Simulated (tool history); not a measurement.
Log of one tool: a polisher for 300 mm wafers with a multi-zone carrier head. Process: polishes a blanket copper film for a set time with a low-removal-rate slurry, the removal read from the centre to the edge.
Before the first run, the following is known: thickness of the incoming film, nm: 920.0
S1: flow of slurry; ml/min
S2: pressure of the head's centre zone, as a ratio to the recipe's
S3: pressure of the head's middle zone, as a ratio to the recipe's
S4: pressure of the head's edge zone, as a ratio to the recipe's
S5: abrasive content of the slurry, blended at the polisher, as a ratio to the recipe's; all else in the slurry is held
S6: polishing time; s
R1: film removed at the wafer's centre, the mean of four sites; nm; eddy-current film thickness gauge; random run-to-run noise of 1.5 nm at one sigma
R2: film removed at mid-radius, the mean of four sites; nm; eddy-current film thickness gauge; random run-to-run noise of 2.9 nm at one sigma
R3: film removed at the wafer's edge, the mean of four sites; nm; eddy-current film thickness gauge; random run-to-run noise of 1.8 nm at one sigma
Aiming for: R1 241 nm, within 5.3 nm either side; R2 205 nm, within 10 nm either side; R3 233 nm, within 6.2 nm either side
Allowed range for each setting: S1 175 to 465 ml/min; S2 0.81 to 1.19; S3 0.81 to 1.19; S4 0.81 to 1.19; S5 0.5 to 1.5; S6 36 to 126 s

Run 1, hour 0: S1 295 ml/min, S2 1, S3 1, S4 1, S5 1, S6 81 s. Result: R1 260.92 nm, R2 264.15 nm, R3 257.39 nm.
Run 2, hour 5.4: S1 295 ml/min, S2 1, S3 1, S4 1, S5 0.9, S6 81 s. Result: R1 256.43 nm, R2 254.73 nm, R3 254.27 nm.
Run 3, hour 9.2: S1 290 ml/min, S2 1, S3 0.98, S4 0.99, S5 0.9, S6 81 s. Result: R1 258.19 nm, R2 253.87 nm, R3 254.65 nm.
Run 4, hour 16.8: S1 290 ml/min, S2 1, S3 0.96, S4 0.98, S5 0.85, S6 81 s. Result: R1 253.93 nm, R2 243.56 nm, R3 246.66 nm.
Run 5, hour 21: S1 285 ml/min, S2 1, S3 0.94, S4 0.98, S5 0.85, S6 81 s. Result: R1 254.09 nm, R2 240.87 nm, R3 247.91 nm.
Run 6, hour 22.4: S1 280 ml/min, S2 1, S3 0.92, S4 0.98, S5 0.8, S6 81 s. Result: R1 250.79 nm, R2 237.36 nm, R3 247.27 nm.
Run 7, hour 31.3: S1 255 ml/min, S2 1.05, S3 0.82, S4 0.97, S5 0.55, S6 78 s. Result: R1 236.32 nm, R2 192.57 nm, R3 223.46 nm.
Run 8, hour 34.7: S1 260 ml/min, S2 1.05, S3 0.83, S4 0.98, S5 0.55, S6 78 s. Result: R1 236.01 nm, R2 192.3 nm, R3 226.26 nm.
Run 9, hour 39.1: S1 265 ml/min, S2 1.05, S3 0.84, S4 0.98, S5 0.55, S6 78 s. Result: R1 240.49 nm, R2 195.5 nm, R3 220.61 nm.
Run 10, hour 42.5: S1 265 ml/min, S2 1.05, S3 0.84, S4 0.98, S5 0.55, S6 78 s. Result: R1 239.34 nm, R2 200.28 nm, R3 223.55 nm.

Which one of the following 5 next-run settings gets every result inside its allowed miss? There is exactly one.
Run A, hour 45.9: S1 260 ml/min, S2 1.07, S3 0.87, S4 0.94, S5 0.55, S6 78 s. Result: R1 ?, R2 ?, R3 ?.
Run B, hour 45.9: S1 285 ml/min, S2 1.08, S3 0.83, S4 0.93, S5 0.7, S6 74 s. Result: R1 ?, R2 ?, R3 ?.
Run C, hour 45.9: S1 230 ml/min, S2 1.12, S3 0.93, S4 0.95, S5 0.5, S6 78 s. Result: R1 ?, R2 ?, R3 ?.
Run D, hour 45.9: S1 270 ml/min, S2 1.02, S3 0.84, S4 0.99, S5 0.5, S6 82 s. Result: R1 ?, R2 ?, R3 ?.
Run E, hour 45.9: S1 215 ml/min, S2 1.15, S3 0.85, S4 1, S5 0.5, S6 77 s. Result: R1 ?, R2 ?, R3 ?.

move      R1      R2      R3
   A  242.51  205.45  216.38
   B  242.35  195.79  212.94
   C   245.9  211.67  212.51
   D  242.34  207.98  230.92
   E  246.29  192.49  214.02
A: its largest miss is bigger than the last run's
B: its largest miss is bigger than the last run's
C: its largest miss is bigger than the last run's
D: each result inside its tolerance
E: its largest miss is bigger than the last run's
The right move is D.

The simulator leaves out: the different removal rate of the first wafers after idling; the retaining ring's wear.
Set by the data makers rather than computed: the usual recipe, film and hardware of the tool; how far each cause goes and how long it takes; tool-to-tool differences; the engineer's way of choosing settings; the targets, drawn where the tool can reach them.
